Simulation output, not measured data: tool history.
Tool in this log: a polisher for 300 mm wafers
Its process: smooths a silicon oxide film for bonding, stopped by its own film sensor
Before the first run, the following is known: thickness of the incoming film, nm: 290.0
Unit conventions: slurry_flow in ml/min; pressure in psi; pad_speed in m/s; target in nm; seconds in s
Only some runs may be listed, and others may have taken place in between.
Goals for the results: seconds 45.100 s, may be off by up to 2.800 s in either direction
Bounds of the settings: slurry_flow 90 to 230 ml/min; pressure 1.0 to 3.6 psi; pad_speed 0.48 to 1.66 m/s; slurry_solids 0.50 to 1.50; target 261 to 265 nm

run	hour	slurry_flow	pressure	pad_speed	slurry_solids	target	seconds
1	0.0	150	2.3	1.06	1.00	261	34.245
2	2.9	150	2.7	1.06	1.00	261	30.053
3	9.1	150	2.7	1.06	1.00	265	26.062
4	11.4	135	2.7	1.06	1.00	265	25.389
5	18.5	110	2.7	1.06	1.00	265	27.002
6	21.7	110	2.7	1.16	1.00	265	24.792
7	26.5	110	2.5	1.14	1.00	265	26.925
8	31.0	110	2.3	1.12	1.00	265	29.134
9	39.8	110	2.3	1.12	1.00	265	29.159
10	47.7	110	1.7	1.04	1.00	265	38.951
11	49.4	110	1.6	1.04	1.00	265	40.336

Exactly one of the 4 candidate moves below puts every result within its allowed miss. Which one?
A	51.1	125	1.4	0.90	1.05	262	?
B	51.1	90	1.8	1.12	0.90	265	?
C	51.1	115	1.8	1.12	1.00	265	?
D	51.1	135	1.1	1.30	1.05	262	?

move	seconds
A	51.912
B	37.574
C	33.882
D	44.844
A: moves the result that the last run missed by most past its target, out the other side
B: its largest miss is bigger than the last run's
C: its largest miss is bigger than the last run's
D: every result within its allowed miss
The move that meets every target is D.
